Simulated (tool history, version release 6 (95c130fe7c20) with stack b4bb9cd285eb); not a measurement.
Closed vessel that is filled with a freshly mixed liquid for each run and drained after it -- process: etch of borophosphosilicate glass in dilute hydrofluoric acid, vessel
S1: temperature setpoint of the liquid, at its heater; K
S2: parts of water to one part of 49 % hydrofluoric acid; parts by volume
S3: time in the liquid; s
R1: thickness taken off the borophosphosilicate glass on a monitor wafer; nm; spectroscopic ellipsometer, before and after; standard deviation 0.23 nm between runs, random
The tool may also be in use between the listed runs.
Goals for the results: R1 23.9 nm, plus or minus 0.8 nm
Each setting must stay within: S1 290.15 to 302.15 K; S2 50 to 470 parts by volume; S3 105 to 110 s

run 1 hour=0 | S1=294.15 S2=260 S3=105 | R1=8.2279
run 2 hour=2.7 | S1=297.15 S2=260 S3=105 | R1=9.1989
run 3 hour=9.1 | S1=298.65 S2=205 S3=105 | R1=13.055
run 4 hour=18.2 | S1=298.65 S2=205 S3=105 | R1=13.084
run 5 hour=27.2 | S1=299.65 S2=175 S3=105 | R1=16.756
run 6 hour=32.2 | S1=299.65 S2=175 S3=105 | R1=16.527
run 7 hour=41.2 | S1=300.15 S2=160 S3=105 | R1=18.377
run 8 hour=45 | S1=300.65 S2=150 S3=105 | R1=20.507
run 9 hour=50.7 | S1=302.15 S2=130 S3=105 | R1=25.674
run 10 hour=57.5 | S1=301.65 S2=130 S3=105 | R1=25.069
run 11 hour=62.2 | S1=301.15 S2=130 S3=105 | R1=24.886

Which single option among these 4 for the next run brings every result within its allowed miss of target? Just one does.
run A hour=66.9 | S1=300.15 S2=130 S3=105 | R1=?
run B hour=66.9 | S1=302.15 S2=130 S3=105 | R1=?
run C hour=66.9 | S1=301.15 S2=145 S3=105 | R1=?
run D hour=66.9 | S1=299.65 S2=125 S3=110 | R1=?

move=A R1=23.884
move=B R1=25.733
move=C R1=21.81
move=D R1=25.696
A: every result within its allowed miss
B: its largest miss is bigger than the last run's
C: takes the biggest miss from the last run beyond its target
D: its largest miss is bigger than the last run's
So the answer is move A, the one that meets all the targets.

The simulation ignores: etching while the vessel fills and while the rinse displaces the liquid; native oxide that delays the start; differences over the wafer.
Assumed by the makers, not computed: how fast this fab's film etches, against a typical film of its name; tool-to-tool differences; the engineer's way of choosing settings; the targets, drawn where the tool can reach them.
